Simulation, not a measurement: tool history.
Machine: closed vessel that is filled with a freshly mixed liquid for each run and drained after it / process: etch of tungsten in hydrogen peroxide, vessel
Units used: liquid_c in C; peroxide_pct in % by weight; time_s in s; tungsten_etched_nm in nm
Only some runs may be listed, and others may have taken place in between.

{"run": 1, "day": 0.0, "liquid_c": 50.0, "peroxide_pct": 25.5, "time_s": 30, "tungsten_etched_nm": 48.552}
{"run": 2, "day": 0.133, "liquid_c": 50.0, "peroxide_pct": 22.0, "time_s": 30, "tungsten_etched_nm": 45.07}
{"run": 3, "day": 0.479, "liquid_c": 55.0, "peroxide_pct": 22.0, "time_s": 30, "tungsten_etched_nm": 60.954}
{"run": 4, "day": 0.7, "liquid_c": 55.0, "peroxide_pct": 24.5, "time_s": 30, "tungsten_etched_nm": 64.225}
{"run": 5, "day": 1.054, "liquid_c": 55.0, "peroxide_pct": 24.5, "time_s": 30, "tungsten_etched_nm": 64.296}
{"run": 6, "day": 1.133, "liquid_c": 54.0, "peroxide_pct": 24.5, "time_s": 30, "tungsten_etched_nm": 60.773}
{"run": 7, "day": 1.467, "liquid_c": 53.5, "peroxide_pct": 24.5, "time_s": 30, "tungsten_etched_nm": 59.195}
{"run": 8, "day": 1.638, "liquid_c": 53.5, "peroxide_pct": 24.5, "time_s": 30, "tungsten_etched_nm": 58.835}
{"run": 9, "day": 1.683, "liquid_c": 53.0, "peroxide_pct": 24.5, "time_s": 30, "tungsten_etched_nm": 56.682}
{"run": 10, "day": 1.75, "liquid_c": 52.5, "peroxide_pct": 24.5, "time_s": 30, "tungsten_etched_nm": 55.407}
{"run": 11, "day": 1.8, "liquid_c": 52.5, "peroxide_pct": 24.5, "time_s": 30, "tungsten_etched_nm": 55.404}
{"run": 12, "day": 1.862, "liquid_c": 52.0, "peroxide_pct": 24.5, "time_s": 30, "tungsten_etched_nm": 53.679}
{"run": 13, "day": 1.95, "liquid_c": 51.5, "peroxide_pct": 24.5, "time_s": 30, "tungsten_etched_nm": 52.178}
{"run": 14, "day": 2.1, "liquid_c": 51.0, "peroxide_pct": 24.5, "time_s": 30, "tungsten_etched_nm": 50.33}
{"run": 15, "day": 2.233, "liquid_c": 50.5, "peroxide_pct": 24.5, "time_s": 30, "tungsten_etched_nm": 48.999}
{"run": 16, "day": 2.521, "liquid_c": 50.0, "peroxide_pct": 24.5, "time_s": 30, "tungsten_etched_nm": 47.416}
{"run": 17, "day": 2.633, "liquid_c": 49.5, "peroxide_pct": 24.5, "time_s": 30, "tungsten_etched_nm": 46.247}

Expected results for the next run?
{"run": 18, "day": 2.933, "liquid_c": 48.5, "peroxide_pct": 24.5, "time_s": 30, "tungsten_etched_nm": "?"}

Run 18 measured tungsten_etched_nm 43.621 nm.
